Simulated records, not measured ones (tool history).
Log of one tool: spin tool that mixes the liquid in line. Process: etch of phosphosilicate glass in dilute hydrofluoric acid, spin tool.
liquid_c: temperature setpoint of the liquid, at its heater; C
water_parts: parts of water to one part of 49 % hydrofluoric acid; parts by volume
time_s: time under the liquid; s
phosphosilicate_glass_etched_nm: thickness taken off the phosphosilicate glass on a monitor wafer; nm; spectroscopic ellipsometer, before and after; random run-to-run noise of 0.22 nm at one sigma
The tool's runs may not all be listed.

run,day,liquid_c,water_parts,time_s,phosphosilicate_glass_etched_nm
1,0.000,22.0,285,55,15.298
2,0.075,22.0,285,55,15.273
3,0.138,22.0,185,55,26.209
4,0.475,25.5,185,55,30.417
5,0.583,25.5,240,55,21.831
6,0.646,26.0,235,55,22.397

Forecast run 7:
7,0.679,26.5,230,55,?

Run 7 produced phosphosilicate_glass_etched_nm 23.859 nm.
